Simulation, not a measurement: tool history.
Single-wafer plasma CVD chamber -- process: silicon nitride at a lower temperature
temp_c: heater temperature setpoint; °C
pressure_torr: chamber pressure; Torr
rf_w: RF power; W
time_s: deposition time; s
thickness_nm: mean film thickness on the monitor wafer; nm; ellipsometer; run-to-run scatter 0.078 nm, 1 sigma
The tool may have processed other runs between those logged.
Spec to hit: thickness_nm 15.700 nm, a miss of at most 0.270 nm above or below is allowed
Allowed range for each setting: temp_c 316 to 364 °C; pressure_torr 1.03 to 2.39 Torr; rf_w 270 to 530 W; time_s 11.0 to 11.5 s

run  hour  temp_c  pressure_torr  rf_w  time_s  thickness_nm
  1   0.0     340           1.71   400    11.5        17.196
  2   7.0     340           1.60   395    11.5        16.951
  3  11.1     350           1.60   395    11.5        16.913
  4  15.8     350           1.50   390    11.5        16.518
  5  23.5     350           1.43   385    11.5        16.358
  6  30.9     350           1.38   380    11.5        16.093
  7  39.7     350           1.35   380    11.5        15.978
  8  40.4     350           1.33   380    11.5        16.108

Exactly one of the 5 candidate moves below puts every result within its allowed miss. Which one?
  A  41.1     347           1.33   395    11.5             ?
  B  41.1     353           1.26   395    11.1             ?
  C  41.1     358           1.28   410    11.5             ?
  D  41.1     321           1.48   395    11.4             ?
  E  41.1     352           1.42   415    11.2             ?

move  thickness_nm
   A        16.283
   B        15.547
   C        16.462
   D        16.591
   E        16.453
A: misses by more than the last run did
B: meets every target
C: misses by more than the last run did
D: misses by more than the last run did
E: misses by more than the last run did
B meets every target.
